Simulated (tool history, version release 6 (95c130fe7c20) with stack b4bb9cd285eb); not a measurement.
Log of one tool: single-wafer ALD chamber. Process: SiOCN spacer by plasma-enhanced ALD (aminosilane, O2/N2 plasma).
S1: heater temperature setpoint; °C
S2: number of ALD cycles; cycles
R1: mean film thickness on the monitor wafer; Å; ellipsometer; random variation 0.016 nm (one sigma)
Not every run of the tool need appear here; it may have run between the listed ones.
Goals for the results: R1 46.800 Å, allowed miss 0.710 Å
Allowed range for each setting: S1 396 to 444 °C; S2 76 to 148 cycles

Run 1, hour 0.0: S1 420 °C, S2 112 cycles. Result: R1 58.098 Å.
Run 2, hour 3.5: S1 420 °C, S2 122 cycles. Result: R1 62.934 Å.
Run 3, hour 7.7: S1 420 °C, S2 116 cycles. Result: R1 60.022 Å.
Run 4, hour 8.5: S1 420 °C, S2 131 cycles. Result: R1 67.596 Å.
Run 5, hour 14.6: S1 425 °C, S2 131 cycles. Result: R1 66.249 Å.
Run 6, hour 18.7: S1 419 °C, S2 131 cycles. Result: R1 68.042 Å.
Run 7, hour 23.2: S1 431 °C, S2 113 cycles. Result: R1 55.835 Å.
Run 8, hour 29.8: S1 434 °C, S2 108 cycles. Result: R1 52.988 Å.
Run 9, hour 32.6: S1 434 °C, S2 108 cycles. Result: R1 53.116 Å.
Run 10, hour 40.5: S1 436 °C, S2 105 cycles. Result: R1 50.931 Å.
Run 11, hour 48.9: S1 438 °C, S2 103 cycles. Result: R1 49.722 Å.
Run 12, hour 51.1: S1 439 °C, S2 102 cycles. Result: R1 49.020 Å.
Run 13, hour 58.8: S1 440 °C, S2 101 cycles. Result: R1 48.162 Å.
At hour 63.5: thermocouple changed; heater temperature recalibrated.
Run 14, hour 63.5: S1 441 °C, S2 101 cycles. Result: R1 48.959 Å.
Run 15, hour 65.7: S1 442 °C, S2 100 cycles. Result: R1 48.308 Å.
Run 16, hour 73.3: S1 442 °C, S2 99 cycles. Result: R1 47.884 Å.

Which one of the following 5 next-run settings gets every result inside its allowed miss? There is exactly one.
Run A, hour 80.9: S1 439 °C, S2 100 cycles. Result: R1 ?.
Run B, hour 80.9: S1 439 °C, S2 101 cycles. Result: R1 ?.
Run C, hour 80.9: S1 438 °C, S2 102 cycles. Result: R1 ?.
Run D, hour 80.9: S1 436 °C, S2 95 cycles. Result: R1 ?.
Run E, hour 80.9: S1 444 °C, S2 102 cycles. Result: R1 ?.

move      R1
   A  48.973
   B  49.463
   C  50.148
   D  47.070
   E  48.977
A: its largest miss is bigger than the last run's
B: its largest miss is bigger than the last run's
C: its largest miss is bigger than the last run's
D: in spec on every target
E: its largest miss is bigger than the last run's
Move D is the one to make.
